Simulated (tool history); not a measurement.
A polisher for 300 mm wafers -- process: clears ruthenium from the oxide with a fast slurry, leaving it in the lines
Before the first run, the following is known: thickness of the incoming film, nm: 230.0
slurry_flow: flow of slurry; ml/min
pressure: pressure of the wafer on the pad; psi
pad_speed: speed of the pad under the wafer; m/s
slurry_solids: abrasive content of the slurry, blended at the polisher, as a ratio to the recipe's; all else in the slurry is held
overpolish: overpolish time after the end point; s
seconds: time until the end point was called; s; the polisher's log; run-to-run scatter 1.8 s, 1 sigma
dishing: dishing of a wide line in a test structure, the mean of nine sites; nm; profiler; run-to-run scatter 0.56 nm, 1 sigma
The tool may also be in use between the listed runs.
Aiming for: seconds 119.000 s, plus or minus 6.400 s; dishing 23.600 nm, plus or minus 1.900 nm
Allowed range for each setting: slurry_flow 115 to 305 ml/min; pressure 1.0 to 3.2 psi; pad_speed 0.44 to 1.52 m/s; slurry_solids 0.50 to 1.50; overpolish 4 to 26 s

run	day	slurry_flow	pressure	pad_speed	slurry_solids	overpolish	seconds	dishing
1	0.000	195	2.1	0.98	1.00	13	75.547	28.443
2	0.354	195	1.9	0.98	1.00	14	81.834	28.101
3	0.488	195	1.9	0.98	1.10	14	78.703	29.927
4	0.746	195	1.9	0.88	1.10	14	88.533	26.984
5	0.842	220	1.9	0.88	1.10	14	82.995	26.925
6	1.079	200	1.8	0.88	1.10	14	91.017	25.655
7	1.375	185	1.7	0.88	1.10	14	95.222	25.372
8	1.600	185	1.7	0.88	1.10	14	95.408	24.801
9	1.662	180	1.2	0.86	1.10	17	130.890	22.368
10	1.808	185	1.2	0.86	1.10	17	125.290	21.904

Which one of the following 5 next-run settings gets every result inside its allowed miss? There is exactly one.
A	1.954	185	1.2	1.12	0.65	15	?	?
B	1.954	175	1.4	1.00	0.80	17	?	?
C	1.954	190	1.1	0.80	1.05	20	?	?
D	1.954	255	1.2	0.72	1.10	20	?	?
E	1.954	180	1.1	0.84	1.05	21	?	?

move	seconds	dishing
A	132.800	18.687
B	116.520	23.806
C	146.670	22.339
D	143.420	22.816
E	141.140	24.248
A: its largest miss is bigger than the last run's
B: in spec on every target
C: its largest miss is bigger than the last run's
D: its largest miss is bigger than the last run's
E: its largest miss is bigger than the last run's
Answer: B
